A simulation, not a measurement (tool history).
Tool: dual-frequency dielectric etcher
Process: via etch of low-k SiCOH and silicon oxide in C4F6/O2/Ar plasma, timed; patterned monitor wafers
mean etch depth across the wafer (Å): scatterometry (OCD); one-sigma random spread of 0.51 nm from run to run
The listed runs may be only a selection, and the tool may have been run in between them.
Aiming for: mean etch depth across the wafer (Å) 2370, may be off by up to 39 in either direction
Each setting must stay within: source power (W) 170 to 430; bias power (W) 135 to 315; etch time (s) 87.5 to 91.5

run,hour,source power (W),bias power (W),etch time (s),mean etch depth across the wafer (Å)
1,0,300,225,87.5,2062.4
2,3.1,300,253,87.5,2155.2
3,7.6,300,227,87.5,2068.1
4,15.7,300,227,91.5,2161.8
5,18.9,320,228,91.5,2214.5
6,19.5,330,230,91.5,2244.8
7,24.2,340,232,91.5,2277.2
8,29.8,350,233,91.5,2295.3

Which single option among these 5 for the next run brings every result within its allowed miss of target? Just one does.
A,35.4,380,270,90,?
B,35.4,360,204,91.5,?
C,35.4,330,221,91.5,?
D,35.4,360,243,91.5,?
E,35.4,340,223,91.5,?

move,mean etch depth across the wafer (Å)
A,2458.6
B,2223.1
C,2215.7
D,2362.3
E,2246.3
A: takes the result that was furthest off past its target
B: its largest miss is bigger than the last run's
C: its largest miss is bigger than the last run's
D: every result lands within tolerance
E: its largest miss is bigger than the last run's
Correct choice: D, which meets every target

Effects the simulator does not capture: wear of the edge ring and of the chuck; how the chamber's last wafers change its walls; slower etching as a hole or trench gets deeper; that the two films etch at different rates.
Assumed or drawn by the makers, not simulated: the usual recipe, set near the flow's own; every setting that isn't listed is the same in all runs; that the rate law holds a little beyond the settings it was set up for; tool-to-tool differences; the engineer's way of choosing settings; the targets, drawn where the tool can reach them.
